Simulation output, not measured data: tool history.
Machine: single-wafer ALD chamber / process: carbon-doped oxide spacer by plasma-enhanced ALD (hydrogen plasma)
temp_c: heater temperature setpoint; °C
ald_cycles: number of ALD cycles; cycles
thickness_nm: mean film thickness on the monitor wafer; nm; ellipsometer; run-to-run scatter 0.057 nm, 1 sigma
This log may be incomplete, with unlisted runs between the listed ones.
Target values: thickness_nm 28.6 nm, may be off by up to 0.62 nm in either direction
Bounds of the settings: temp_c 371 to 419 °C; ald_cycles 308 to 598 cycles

run,hour,temp_c,ald_cycles,thickness_nm
1,0,395,453,24.562
2,4.5,395,474,25.626
3,7.9,399,474,25.734
4,15.9,399,428,23.237
5,22.1,399,377,20.495
6,28.2,404,377,20.455
7,33.4,404,420,22.84
8,39.8,404,448,24.387
9,44.8,404,468,25.427
10,52.2,404,483,26.162
11,59.4,404,495,26.833
# hour 68.2: thermocouple changed; heater temperature recalibrated
12,68.2,404,504,27.072
13,72.2,404,512,27.531
14,78.1,404,518,27.874

Which single option among these 5 for the next run brings every result within its allowed miss of target? Just one does.
A,84,411,497,?
B,84,395,550,?
C,84,403,529,?
D,84,410,503,?
E,84,411,509,?

move,thickness_nm
A,26.289
B,29.908
C,28.59
D,26.679
E,26.924
A: its largest miss is bigger than the last run's
B: takes the result that was furthest off past its target
C: in spec on every target
D: its largest miss is bigger than the last run's
E: its largest miss is bigger than the last run's
So the answer is move C, the one that meets all the targets.
